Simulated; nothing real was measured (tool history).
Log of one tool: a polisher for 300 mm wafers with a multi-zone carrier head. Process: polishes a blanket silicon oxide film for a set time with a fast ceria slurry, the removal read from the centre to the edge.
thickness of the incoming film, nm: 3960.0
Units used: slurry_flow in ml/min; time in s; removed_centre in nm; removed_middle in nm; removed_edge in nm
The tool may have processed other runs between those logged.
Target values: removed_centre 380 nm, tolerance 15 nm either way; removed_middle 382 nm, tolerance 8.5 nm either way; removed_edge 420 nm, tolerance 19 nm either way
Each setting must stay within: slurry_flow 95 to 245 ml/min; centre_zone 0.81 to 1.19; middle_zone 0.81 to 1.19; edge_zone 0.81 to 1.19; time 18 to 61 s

run  hour  slurry_flow  centre_zone  middle_zone  edge_zone  time  removed_centre  removed_middle  removed_edge
  1     0          155            1            1          1    39          485.24          490.65        497.46
  2   4.1          155            1         0.92          1    39          486.78          461.43         492.8
  3   8.1          155         1.06         0.92          1    39          517.76          457.38        490.53
  4  13.3          175         1.06         0.92          1    39          523.56          464.48        495.31
  5  19.4          175         1.06         0.88          1    39          539.87          449.93         498.5
  6  26.1          150         1.06         0.88          1    39          518.46          442.35         492.6
  7  28.8          145         1.02         0.87       0.98    38          477.97          420.74        463.36
  8  31.2          100         0.92         0.85       0.97    37          388.94          385.56        445.58

Exercise: of the 5 proposed moves below, exactly one satisfies all targets within the stated allowed misses. Which move is it?
  A  33.6           95         0.84         0.81       0.98    40               ?               ?             ?
  B  33.6          105         0.95         0.97       0.96    34               ?               ?             ?
  C  33.6           95         0.88         0.83       1.04    39               ?               ?             ?
  D  33.6           95          0.9         0.83       1.11    37               ?               ?             ?
  E  33.6          150         0.93         0.91       1.03    33               ?               ?             ?

move  removed_centre  removed_middle  removed_edge
   A             379          391.72        480.47
   B          371.85           392.5        408.63
   C          387.33           389.5        479.99
   D          375.89          369.45        468.27
   E          374.97          380.76        424.19
A: misses by more than the last run did
B: puts the biggest miss on target and leaves a different result outside tolerance
C: misses by more than the last run did
D: misses by more than the last run did
E: every result within its allowed miss
The right move is E.
